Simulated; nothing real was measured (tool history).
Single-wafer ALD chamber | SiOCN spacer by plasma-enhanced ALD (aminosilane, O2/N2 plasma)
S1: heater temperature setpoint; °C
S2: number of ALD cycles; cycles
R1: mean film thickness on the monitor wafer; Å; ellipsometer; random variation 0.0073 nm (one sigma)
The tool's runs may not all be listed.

run,hour,S1,S2,R1
1,0.0,395,37,21.788
2,7.4,395,33,19.390
3,8.2,391,33,19.412
4,15.3,391,35,20.629
5,19.7,391,36,21.075
6,23.9,391,37,21.793
7,30.3,391,38,22.268

Run 8 comes next. What will it give?
8,34.9,391,39,?

{"run 8": {"R1": 22.976}}

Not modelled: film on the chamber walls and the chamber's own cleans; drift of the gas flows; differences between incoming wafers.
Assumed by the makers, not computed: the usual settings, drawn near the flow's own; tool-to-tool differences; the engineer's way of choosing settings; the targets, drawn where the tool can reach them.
